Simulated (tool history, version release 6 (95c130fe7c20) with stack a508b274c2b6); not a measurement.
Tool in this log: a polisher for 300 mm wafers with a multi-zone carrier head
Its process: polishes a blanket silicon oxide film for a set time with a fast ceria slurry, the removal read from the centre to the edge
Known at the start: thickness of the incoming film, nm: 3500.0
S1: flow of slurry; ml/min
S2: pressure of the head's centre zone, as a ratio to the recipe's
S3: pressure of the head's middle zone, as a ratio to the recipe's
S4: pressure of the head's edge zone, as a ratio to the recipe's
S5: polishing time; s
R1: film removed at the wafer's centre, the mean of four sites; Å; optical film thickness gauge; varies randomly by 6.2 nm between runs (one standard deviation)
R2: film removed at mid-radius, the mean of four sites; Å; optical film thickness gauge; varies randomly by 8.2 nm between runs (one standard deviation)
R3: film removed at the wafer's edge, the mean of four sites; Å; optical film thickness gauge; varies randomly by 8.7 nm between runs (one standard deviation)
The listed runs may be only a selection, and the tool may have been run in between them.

run  hour   S1    S2    S3    S4  S5      R1       R2      R3
  1   0.0  205  1.00  1.00  1.00  62  9735.2  10030.0  9472.5
  2   3.0  205  1.00  1.00  1.00  51  7792.8   8192.5  7995.4
  3   9.6  200  0.96  0.96  0.98  46  6840.4   6932.0  7260.1
  4  15.3  200  0.96  1.00  0.98  46  6744.2   7161.0  7121.0
  5  17.9  190  0.91  0.99  0.97  44  6310.8   6973.8  6653.3
  6  20.8  195  0.88  0.96  1.01  41  5557.1   6238.2  6270.9

Estimate the outcome of run 7 from the log above:
  7  26.3  195  0.86  0.93  1.02  41   ?   ?   ?

{"run 7": {"R1": 5547.0, "R2": 6076.6, "R3": 6375.4}}

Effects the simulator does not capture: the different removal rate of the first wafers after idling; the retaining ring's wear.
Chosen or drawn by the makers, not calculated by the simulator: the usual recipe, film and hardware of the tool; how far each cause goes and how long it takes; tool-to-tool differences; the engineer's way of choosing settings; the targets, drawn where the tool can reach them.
